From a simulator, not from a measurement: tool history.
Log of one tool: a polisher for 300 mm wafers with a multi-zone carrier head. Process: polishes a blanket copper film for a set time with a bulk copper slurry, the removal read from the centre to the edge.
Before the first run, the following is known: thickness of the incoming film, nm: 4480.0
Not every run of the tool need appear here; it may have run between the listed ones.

run  hour  flow of slurry (ml/min)  pressure of the head's centre zone  pressure of the head's middle zone  pressure of the head's edge zone  abrasive content of the slurry  polishing time (s)  film removed at the wafer's centre (nm)  film removed at mid-radius (nm)  film removed at the wafer's edge (nm)
  1   0.0                      230                                1.00                                1.00                              1.00                            1.00                  79                                   607.82                           653.11                                 632.08
  2   4.5                      230                                1.00                                1.00                              0.94                            1.00                  79                                   614.96                           655.56                                 622.34
  3  13.1                      230                                1.09                                1.00                              0.94                            1.00                  79                                   663.37                           673.41                                 639.68
  4  14.4                      220                                1.01                                0.99                              0.97                            0.95                  79                                   609.52                           631.66                                 602.31
  5  16.3                      275                                1.01                                0.99                              0.97                            0.95                  79                                   626.70                           643.80                                 625.24
  6  21.4                      265                                0.95                                0.98                              1.00                            0.95                  79                                   594.41                           649.96                                 630.58
  7  22.9                      255                                0.91                                0.95                              1.01                            0.90                  79                                   560.62                           632.90                                 627.85
  8  25.9                      245                                0.89                                0.93                              1.01                            0.85                  79                                   532.58                           612.67                                 616.54
  9  30.4                      235                                0.89                                0.92                              1.00                            0.80                  79                                   518.54                           592.96                                 604.55
 10  35.4                      235                                0.89                                0.92                              1.00                            0.80                  79                                   529.25                           577.44                                 618.77

Expected results for the next run?
 11  41.3                      235                                0.88                                0.94                              0.98                            0.80                  78                                        ?                                ?                                      ?

{"run 11": {"film removed at the wafer's centre (nm)": 517.8, "film removed at mid-radius (nm)": 597.05, "film removed at the wafer's edge (nm)": 590.92}}
